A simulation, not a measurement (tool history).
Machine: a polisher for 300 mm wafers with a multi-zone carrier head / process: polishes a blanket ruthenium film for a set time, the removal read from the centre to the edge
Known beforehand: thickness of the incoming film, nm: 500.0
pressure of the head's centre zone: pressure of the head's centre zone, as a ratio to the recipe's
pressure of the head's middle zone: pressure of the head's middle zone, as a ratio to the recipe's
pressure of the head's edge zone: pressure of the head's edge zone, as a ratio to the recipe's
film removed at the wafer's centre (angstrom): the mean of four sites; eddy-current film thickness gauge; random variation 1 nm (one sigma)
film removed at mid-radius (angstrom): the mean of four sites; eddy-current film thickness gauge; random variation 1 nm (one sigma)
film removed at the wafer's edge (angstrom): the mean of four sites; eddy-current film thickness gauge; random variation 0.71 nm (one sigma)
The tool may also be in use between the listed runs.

run  hour  flow of slurry (ml/min)  pressure of the head's centre zone  pressure of the head's middle zone  pressure of the head's edge zone  polishing time (s)  film removed at the wafer's centre (angstrom)  film removed at mid-radius (angstrom)  film removed at the wafer's edge (angstrom)
  1   0.0                      290                                1.00                                1.00                              1.00                  65                                         945.57                                 1009.4                                       996.98
  2   1.1                      290                                1.00                                1.00                              1.00                  80                                        1147.60                                 1211.0                                      1208.20
  3   9.8                      290                                1.00                                1.06                              1.00                  80                                        1142.40                                 1272.2                                      1219.70
  4  13.5                      290                                1.00                                1.06                              1.08                  80                                        1142.70                                 1289.5                                      1272.40
     14.0  -- slurry nozzle cleaned
  5  14.0                      290                                1.01                                1.05                              1.05                  76                                        1172.50                                 1260.5                                      1244.10
  6  18.6                      300                                1.01                                1.04                              1.01                  72                                        1082.60                                 1179.5                                      1158.20

Run 7 is up next; what results do you expect?
  7  20.4                      280                                1.01                                1.02                              0.98                  71                                              ?                                      ?                                            ?

For run 7 the tool returned film removed at the wafer's centre (angstrom) 1095.80, film removed at mid-radius (angstrom) 1141.9, film removed at the wafer's edge (angstrom) 1116.10.

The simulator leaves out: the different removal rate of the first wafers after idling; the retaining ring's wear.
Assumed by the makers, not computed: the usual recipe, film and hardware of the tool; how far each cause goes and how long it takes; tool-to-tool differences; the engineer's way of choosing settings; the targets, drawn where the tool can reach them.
